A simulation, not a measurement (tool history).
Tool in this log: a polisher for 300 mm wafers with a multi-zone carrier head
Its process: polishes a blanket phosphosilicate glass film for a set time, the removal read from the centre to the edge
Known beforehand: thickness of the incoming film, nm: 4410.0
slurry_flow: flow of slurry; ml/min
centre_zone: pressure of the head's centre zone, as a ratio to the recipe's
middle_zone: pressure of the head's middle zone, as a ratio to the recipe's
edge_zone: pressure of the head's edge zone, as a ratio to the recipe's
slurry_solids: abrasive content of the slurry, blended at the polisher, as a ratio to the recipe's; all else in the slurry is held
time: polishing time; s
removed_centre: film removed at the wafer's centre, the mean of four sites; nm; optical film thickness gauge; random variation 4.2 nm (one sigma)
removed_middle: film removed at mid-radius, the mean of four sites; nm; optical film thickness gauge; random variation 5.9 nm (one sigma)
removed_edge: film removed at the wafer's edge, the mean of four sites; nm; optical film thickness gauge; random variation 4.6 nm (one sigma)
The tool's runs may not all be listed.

Run 1, hour 0: slurry_flow 125 ml/min, centre_zone 1, middle_zone 1, edge_zone 1, slurry_solids 1, time 41 s. Result: removed_centre 522.36 nm, removed_middle 521.34 nm, removed_edge 527.38 nm.
Run 2, hour 0.7: slurry_flow 110 ml/min, centre_zone 1, middle_zone 1, edge_zone 1, slurry_solids 1, time 41 s. Result: removed_centre 499.72 nm, removed_middle 513.94 nm, removed_edge 511.71 nm.
Run 3, hour 9.7: slurry_flow 110 ml/min, centre_zone 1.02, middle_zone 0.98, edge_zone 0.98, slurry_solids 0.95, time 41 s. Result: removed_centre 494.89 nm, removed_middle 500.26 nm, removed_edge 505.57 nm.
Run 4, hour 12.9: slurry_flow 110 ml/min, centre_zone 1.02, middle_zone 0.98, edge_zone 1.03, slurry_solids 0.95, time 41 s. Result: removed_centre 497.06 nm, removed_middle 497.91 nm, removed_edge 504.76 nm.
Run 5, hour 16: slurry_flow 110 ml/min, centre_zone 1.02, middle_zone 0.9, edge_zone 1.03, slurry_solids 0.95, time 41 s. Result: removed_centre 500.95 nm, removed_middle 451.78 nm, removed_edge 518.02 nm.
Run 6, hour 23: slurry_flow 80 ml/min, centre_zone 1.02, middle_zone 0.9, edge_zone 1.03, slurry_solids 0.95, time 41 s. Result: removed_centre 447 nm, removed_middle 415.16 nm, removed_edge 487.91 nm.
Run 7, hour 27: slurry_flow 85 ml/min, centre_zone 1.05, middle_zone 0.9, edge_zone 1.02, slurry_solids 0.9, time 41 s. Result: removed_centre 460.18 nm, removed_middle 426.68 nm, removed_edge 472.32 nm.
Run 8, hour 32.2: slurry_flow 90 ml/min, centre_zone 1.07, middle_zone 0.89, edge_zone 1.01, slurry_solids 0.85, time 41 s. Result: removed_centre 462.55 nm, removed_middle 401.55 nm, removed_edge 459.8 nm.
Run 9, hour 40: slurry_flow 120 ml/min, centre_zone 1.14, middle_zone 0.97, edge_zone 0.91, slurry_solids 0.8, time 41 s. Result: removed_centre 510.36 nm, removed_middle 470.48 nm, removed_edge 449.37 nm.
Run 10, hour 42.3: slurry_flow 120 ml/min, centre_zone 1.15, middle_zone 0.96, edge_zone 0.91, slurry_solids 0.8, time 41 s. Result: removed_centre 515.21 nm, removed_middle 453.47 nm, removed_edge 445.92 nm.
Run 11, hour 49.8: slurry_flow 120 ml/min, centre_zone 1.15, middle_zone 0.95, edge_zone 0.91, slurry_solids 0.8, time 41 s. Result: removed_centre 503.16 nm, removed_middle 449.71 nm, removed_edge 453.45 nm.
Run 12, hour 54: slurry_flow 120 ml/min, centre_zone 1.19, middle_zone 0.86, edge_zone 0.81, slurry_solids 0.75, time 41 s. Result: removed_centre 499.04 nm, removed_middle 401.02 nm, removed_edge 412.36 nm.
Run 13, hour 57.6: slurry_flow 120 ml/min, centre_zone 1.19, middle_zone 0.86, edge_zone 0.82, slurry_solids 0.75, time 41 s. Result: removed_centre 507.59 nm, removed_middle 405.57 nm, removed_edge 410.98 nm.

What will run 14 give?
Run 14, hour 62.8: slurry_flow 120 ml/min, centre_zone 1.19, middle_zone 0.86, edge_zone 0.82, slurry_solids 0.75, time 41 s. Result: removed_centre ?, removed_middle ?, removed_edge ?.

Logged for run 14: removed_centre 502.34 nm, removed_middle 405.09 nm, removed_edge 415.59 nm.
